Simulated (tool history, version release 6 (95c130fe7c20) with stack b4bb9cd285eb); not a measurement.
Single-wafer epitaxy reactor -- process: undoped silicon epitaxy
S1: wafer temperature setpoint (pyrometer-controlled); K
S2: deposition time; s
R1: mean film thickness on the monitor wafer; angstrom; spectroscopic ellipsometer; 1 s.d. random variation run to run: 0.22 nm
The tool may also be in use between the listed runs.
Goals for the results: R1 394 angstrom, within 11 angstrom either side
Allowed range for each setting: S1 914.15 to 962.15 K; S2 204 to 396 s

{"run": 1, "day": 0.0, "S1": 938.15, "S2": 300, "R1": 685.55}
{"run": 2, "day": 0.083, "S1": 948.15, "S2": 300, "R1": 824.98}
{"run": 3, "day": 0.183, "S1": 948.15, "S2": 335, "R1": 907.05}
{"run": 4, "day": 0.254, "S1": 952.15, "S2": 335, "R1": 985.62}
{"run": 5, "day": 0.504, "S1": 952.15, "S2": 293, "R1": 858.59}
{"run": 6, "day": 0.829, "S1": 952.15, "S2": 277, "R1": 814.65}
{"run": 7, "day": 1.204, "S1": 946.15, "S2": 274, "R1": 721.53}
{"run": 8, "day": 1.55, "S1": 941.15, "S2": 272, "R1": 658.68}
{"run": 9, "day": 1.725, "S1": 937.15, "S2": 270, "R1": 602.59}
{"run": 10, "day": 2.092, "S1": 934.15, "S2": 269, "R1": 565.1}
{"run": 11, "day": 2.4, "S1": 931.15, "S2": 268, "R1": 533.15}
{"run": 12, "day": 2.771, "S1": 929.15, "S2": 267, "R1": 515.35}
{"run": 13, "day": 3.146, "S1": 929.15, "S2": 267, "R1": 513.62}
{"run": 14, "day": 3.525, "S1": 927.15, "S2": 266, "R1": 492.62}
{"run": 15, "day": 3.588, "S1": 925.15, "S2": 266, "R1": 474.23}
{"run": 16, "day": 3.75, "S1": 924.15, "S2": 266, "R1": 462.13}
{"run": 17, "day": 3.908, "S1": 923.15, "S2": 266, "R1": 454.79}

Which single option among these 4 for the next run brings every result within its allowed miss of target? Just one does.
{"run": "A", "day": 4.067, "S1": 916.15, "S2": 262, "R1": "?"}
{"run": "B", "day": 4.067, "S1": 921.15, "S2": 256, "R1": "?"}
{"run": "C", "day": 4.067, "S1": 922.15, "S2": 248, "R1": "?"}
{"run": "D", "day": 4.067, "S1": 931.15, "S2": 213, "R1": "?"}

move=A R1=393.68
move=B R1=423.56
move=C R1=418.26
move=D R1=426.12
A: all results in spec
B: nearer the targets than the last run, but a result is still out of spec
C: nearer the targets than the last run, but a result is still out of spec
D: nearer the targets than the last run, but a result is still out of spec
A is the move that brings every result within its allowed miss.
